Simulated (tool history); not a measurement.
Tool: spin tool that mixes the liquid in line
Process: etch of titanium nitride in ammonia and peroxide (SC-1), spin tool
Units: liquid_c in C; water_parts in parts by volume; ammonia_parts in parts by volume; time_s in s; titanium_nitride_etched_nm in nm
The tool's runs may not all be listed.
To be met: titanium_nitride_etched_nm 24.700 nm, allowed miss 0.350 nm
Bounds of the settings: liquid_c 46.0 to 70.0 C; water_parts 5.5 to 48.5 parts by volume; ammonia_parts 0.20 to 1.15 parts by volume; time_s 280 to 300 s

run 1 hour=0.0 | liquid_c=62.0 water_parts=27.0 ammonia_parts=0.65 time_s=280 | titanium_nitride_etched_nm=44.898
run 2 hour=2.1 | liquid_c=60.0 water_parts=27.0 ammonia_parts=0.65 time_s=280 | titanium_nitride_etched_nm=39.373
run 3 hour=9.3 | liquid_c=60.0 water_parts=19.0 ammonia_parts=0.65 time_s=280 | titanium_nitride_etched_nm=48.332
run 4 hour=15.0 | liquid_c=65.5 water_parts=19.0 ammonia_parts=0.65 time_s=280 | titanium_nitride_etched_nm=67.622
-- hour=15.8 thermometer replaced
run 5 hour=15.8 | liquid_c=62.5 water_parts=19.0 ammonia_parts=0.65 time_s=280 | titanium_nitride_etched_nm=47.937
run 6 hour=21.8 | liquid_c=60.5 water_parts=19.0 ammonia_parts=0.65 time_s=280 | titanium_nitride_etched_nm=42.139
run 7 hour=28.7 | liquid_c=60.5 water_parts=19.0 ammonia_parts=0.65 time_s=280 | titanium_nitride_etched_nm=41.910
run 8 hour=31.8 | liquid_c=59.0 water_parts=19.0 ammonia_parts=0.65 time_s=280 | titanium_nitride_etched_nm=38.276
run 9 hour=38.9 | liquid_c=59.0 water_parts=19.0 ammonia_parts=0.65 time_s=280 | titanium_nitride_etched_nm=38.166
run 10 hour=42.2 | liquid_c=58.0 water_parts=19.0 ammonia_parts=0.65 time_s=280 | titanium_nitride_etched_nm=35.839
run 11 hour=50.3 | liquid_c=57.0 water_parts=19.0 ammonia_parts=0.65 time_s=280 | titanium_nitride_etched_nm=33.633
run 12 hour=52.1 | liquid_c=57.0 water_parts=19.0 ammonia_parts=0.65 time_s=280 | titanium_nitride_etched_nm=33.652
run 13 hour=55.8 | liquid_c=56.0 water_parts=19.0 ammonia_parts=0.65 time_s=280 | titanium_nitride_etched_nm=31.452
run 14 hour=59.7 | liquid_c=55.5 water_parts=19.0 ammonia_parts=0.65 time_s=280 | titanium_nitride_etched_nm=30.331
run 15 hour=65.9 | liquid_c=55.0 water_parts=19.0 ammonia_parts=0.65 time_s=280 | titanium_nitride_etched_nm=29.325
run 16 hour=71.1 | liquid_c=54.5 water_parts=19.0 ammonia_parts=0.65 time_s=280 | titanium_nitride_etched_nm=28.278
run 17 hour=77.5 | liquid_c=54.0 water_parts=19.0 ammonia_parts=0.65 time_s=280 | titanium_nitride_etched_nm=27.438
run 18 hour=82.6 | liquid_c=53.5 water_parts=19.0 ammonia_parts=0.65 time_s=280 | titanium_nitride_etched_nm=26.410
run 19 hour=86.5 | liquid_c=53.0 water_parts=19.0 ammonia_parts=0.65 time_s=280 | titanium_nitride_etched_nm=25.733

5 next moves are on the table. One of them brings every result within its allowed miss. Which?
run A hour=90.4 | liquid_c=51.5 water_parts=17.5 ammonia_parts=0.60 time_s=280 | titanium_nitride_etched_nm=?
run B hour=90.4 | liquid_c=49.5 water_parts=15.5 ammonia_parts=0.65 time_s=300 | titanium_nitride_etched_nm=?
run C hour=90.4 | liquid_c=50.5 water_parts=16.5 ammonia_parts=0.65 time_s=285 | titanium_nitride_etched_nm=?
run D hour=90.4 | liquid_c=49.5 water_parts=14.5 ammonia_parts=0.80 time_s=280 | titanium_nitride_etched_nm=?
run E hour=90.4 | liquid_c=49.0 water_parts=13.5 ammonia_parts=0.60 time_s=300 | titanium_nitride_etched_nm=?

move=A titanium_nitride_etched_nm=23.564
move=B titanium_nitride_etched_nm=23.817
move=C titanium_nitride_etched_nm=23.448
move=D titanium_nitride_etched_nm=23.889
move=E titanium_nitride_etched_nm=24.429
A: takes the result that was furthest off past its target
B: takes the result that was furthest off past its target
C: takes the result that was furthest off past its target
D: takes the result that was furthest off past its target
E: meets every target
Answer: E
